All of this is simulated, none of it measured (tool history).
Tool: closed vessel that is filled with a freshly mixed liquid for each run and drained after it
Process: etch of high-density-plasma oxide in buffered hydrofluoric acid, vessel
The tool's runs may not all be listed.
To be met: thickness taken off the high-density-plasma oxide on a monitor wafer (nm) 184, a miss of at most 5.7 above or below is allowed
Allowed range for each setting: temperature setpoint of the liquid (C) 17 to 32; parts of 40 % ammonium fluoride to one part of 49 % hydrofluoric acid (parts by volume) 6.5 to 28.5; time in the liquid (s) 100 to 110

run  hour  temperature setpoint of the liquid (C)  parts of 40 % ammonium fluoride to one part of 49 % hydrofluoric acid (parts by volume)  time in the liquid (s)  thickness taken off the high-density-plasma oxide on a monitor wafer (nm)
  1     0                                      24                                                                                     17.5                     100                                                                     83.929
  2   1.8                                    25.5                                                                                     16.5                     100                                                                     95.721
  3   6.1                                    23.5                                                                                     16.5                     100                                                                     86.441
  4  14.7                                    23.5                                                                                     21.5                     100                                                                     67.751
  5    19                                    23.5                                                                                     19.5                     100                                                                     72.941
  6  27.2                                      25                                                                                       18                     100                                                                     85.794
  7  29.9                                      26                                                                                     16.5                     100                                                                      100.1
  8  31.8                                      27                                                                                     15.5                     100                                                                     111.57
  9  33.5                                      28                                                                                       15                     100                                                                     122.73
 10  39.1                                    28.5                                                                                     14.5                     100                                                                      128.3
 11    41                                      29                                                                                       14                     100                                                                     135.95
 12  47.2                                    29.5                                                                                     13.5                     100                                                                     147.56

Exactly one of the 5 candidate moves below puts every result within its allowed miss. Which one?
  A  53.4                                    26.5                                                                                       13                     105                                                                          ?
  B  53.4                                      31                                                                                       12                     105                                                                          ?
  C  53.4                                      29                                                                                     14.5                     100                                                                          ?
  D  53.4                                    31.5                                                                                     13.5                     105                                                                          ?
  E  53.4                                      28                                                                                     10.5                     100                                                                          ?

move  thickness taken off the high-density-plasma oxide on a monitor wafer (nm)
   A                                                                     135.82
   B                                                                     186.81
   C                                                                     132.96
   D                                                                     170.94
   E                                                                     172.77
A: misses by more than the last run did
B: every result within its allowed miss
C: misses by more than the last run did
D: nearer than the last run, and not there yet
E: nearer than the last run, and not there yet
Go with B: it meets all targets.
